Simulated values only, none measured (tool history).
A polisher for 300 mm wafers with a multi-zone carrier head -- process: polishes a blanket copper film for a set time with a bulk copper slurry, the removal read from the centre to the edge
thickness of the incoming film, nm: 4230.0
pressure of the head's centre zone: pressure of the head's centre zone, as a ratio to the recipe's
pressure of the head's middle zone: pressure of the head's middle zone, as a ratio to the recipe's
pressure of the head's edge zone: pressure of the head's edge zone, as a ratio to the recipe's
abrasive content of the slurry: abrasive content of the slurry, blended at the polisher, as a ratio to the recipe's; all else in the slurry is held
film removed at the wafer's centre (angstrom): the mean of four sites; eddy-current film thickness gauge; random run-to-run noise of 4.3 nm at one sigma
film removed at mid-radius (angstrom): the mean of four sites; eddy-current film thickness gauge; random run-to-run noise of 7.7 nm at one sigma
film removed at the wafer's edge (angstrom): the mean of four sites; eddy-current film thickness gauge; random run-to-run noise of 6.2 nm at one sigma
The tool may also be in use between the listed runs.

run	day	flow of slurry (ml/min)	pressure of the head's centre zone	pressure of the head's middle zone	pressure of the head's edge zone	abrasive content of the slurry	polishing time (s)	film removed at the wafer's centre (angstrom)	film removed at mid-radius (angstrom)	film removed at the wafer's edge (angstrom)
1	0.000	145	1.00	1.00	1.00	1.00	47	4459.7	4450.1	4457.7
2	0.225	150	0.98	0.98	1.05	1.10	48	4593.1	4541.3	4769.2
3	0.371	150	0.98	1.06	1.05	1.10	48	4611.1	4957.4	4787.2
4	0.608	155	0.96	1.03	1.09	1.20	49	4744.7	5085.3	5103.5
5	0.867	170	0.96	1.03	1.09	1.20	49	4855.8	5097.3	5014.4
6	1.221	170	0.96	1.00	1.09	1.20	49	4857.4	5021.7	5112.0

What does the tool deliver on the next run?
7	1.254	165	0.95	0.98	1.11	1.25	50	?	?	?

Run 7 gave film removed at the wafer's centre (angstrom) 4936.6, film removed at mid-radius (angstrom) 4924.0, film removed at the wafer's edge (angstrom) 5353.5.

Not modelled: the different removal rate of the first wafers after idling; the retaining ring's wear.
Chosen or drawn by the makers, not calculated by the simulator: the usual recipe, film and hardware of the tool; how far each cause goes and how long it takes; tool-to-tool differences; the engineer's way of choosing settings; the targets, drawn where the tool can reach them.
